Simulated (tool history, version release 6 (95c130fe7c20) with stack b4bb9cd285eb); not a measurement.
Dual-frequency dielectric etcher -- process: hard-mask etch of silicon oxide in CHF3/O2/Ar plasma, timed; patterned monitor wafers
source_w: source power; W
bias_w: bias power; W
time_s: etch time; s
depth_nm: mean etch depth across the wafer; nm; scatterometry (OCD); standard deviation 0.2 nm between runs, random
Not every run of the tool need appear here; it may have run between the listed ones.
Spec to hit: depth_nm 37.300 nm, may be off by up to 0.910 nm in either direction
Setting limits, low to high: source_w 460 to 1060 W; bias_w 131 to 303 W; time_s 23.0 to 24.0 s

run  hour  source_w  bias_w  time_s  depth_nm
  1   0.0       760     217    23.0    51.313
  2   1.5       860     217    23.0    53.068
  3   2.2       860     217    24.0    55.109
  4   5.3       860     255    24.0    60.869
  5  13.8       920     255    24.0    62.924
  6  17.3       880     242    24.0    59.311
  7  23.9       840     230    24.0    56.726
  8  25.7       840     230    24.0    56.973
  9  27.4       800     220    24.0    55.151
 10  30.3       760     211    24.0    52.798
 11  39.3       730     203    24.0    51.020
 12  42.3       710     195    24.0    49.175
 13  43.7       690     188    24.0    47.961
 14  50.9       670     182    24.0    46.674
 15  54.3       650     177    24.0    45.136
 16  62.5       630     173    24.0    44.733
 17  63.9       620     169    24.0    43.774
 18  66.5       610     166    24.0    42.557
 19  71.6       600     164    24.0    42.480
 20  73.1       590     162    24.0    41.843
 21  81.9       470     131    23.5    32.890
 22  83.5       480     131    23.5    33.253
 23  89.7       490     131    23.5    33.424
 24  93.2       640     149    23.5    39.538
 25  97.4       630     149    23.5    39.457
 26  98.4       530     139    23.5    35.435
 27  99.1       540     139    23.5    35.618

Which single option among these 4 for the next run brings every result within its allowed miss of target? Just one does.
  A  99.8       580     168    23.0         ?
  B  99.8       530     147    23.5         ?
  C  99.8       510     143    23.0         ?
  D  99.8       600     145    24.0         ?

move  depth_nm
   A    40.714
   B    37.082
   C    35.180
   D    39.089
A: the result that was furthest off in the last run now lies on the other side of its target
B: all results in spec
C: lands further from the targets than the last run did
D: the result that was furthest off in the last run now lies on the other side of its target
B meets every target.
